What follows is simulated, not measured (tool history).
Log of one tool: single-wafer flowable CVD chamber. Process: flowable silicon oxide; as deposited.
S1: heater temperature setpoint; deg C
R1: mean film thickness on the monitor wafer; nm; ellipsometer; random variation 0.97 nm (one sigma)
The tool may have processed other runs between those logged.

run 1 hour=0 | S1=95 chamber_pressure_(Pa)=78.8 RF_power_(W)=1940 deposition_time_(s)=844 | R1=365.64
run 2 hour=7.6 | S1=95 chamber_pressure_(Pa)=78.8 RF_power_(W)=1940 deposition_time_(s)=844 | R1=366.07
run 3 hour=13.9 | S1=103 chamber_pressure_(Pa)=78.8 RF_power_(W)=1940 deposition_time_(s)=844 | R1=281.39
run 4 hour=18.1 | S1=103 chamber_pressure_(Pa)=78.8 RF_power_(W)=2080 deposition_time_(s)=844 | R1=283.84
run 5 hour=25.8 | S1=102 chamber_pressure_(Pa)=78.8 RF_power_(W)=2080 deposition_time_(s)=844 | R1=292.94
run 6 hour=29.5 | S1=102 chamber_pressure_(Pa)=72.9 RF_power_(W)=2080 deposition_time_(s)=844 | R1=270.77
run 7 hour=37.9 | S1=102 chamber_pressure_(Pa)=72.9 RF_power_(W)=2080 deposition_time_(s)=844 | R1=271.09
run 8 hour=43.6 | S1=101 chamber_pressure_(Pa)=72.9 RF_power_(W)=2080 deposition_time_(s)=844 | R1=281.06
run 9 hour=49.5 | S1=100 chamber_pressure_(Pa)=72.9 RF_power_(W)=2080 deposition_time_(s)=844 | R1=291.15

Run 10 is up next; what results do you expect?
run 10 hour=52.8 | S1=99 chamber_pressure_(Pa)=72.9 RF_power_(W)=2080 deposition_time_(s)=844 | R1=?

For run 10 the tool returned R1 301.37 nm.

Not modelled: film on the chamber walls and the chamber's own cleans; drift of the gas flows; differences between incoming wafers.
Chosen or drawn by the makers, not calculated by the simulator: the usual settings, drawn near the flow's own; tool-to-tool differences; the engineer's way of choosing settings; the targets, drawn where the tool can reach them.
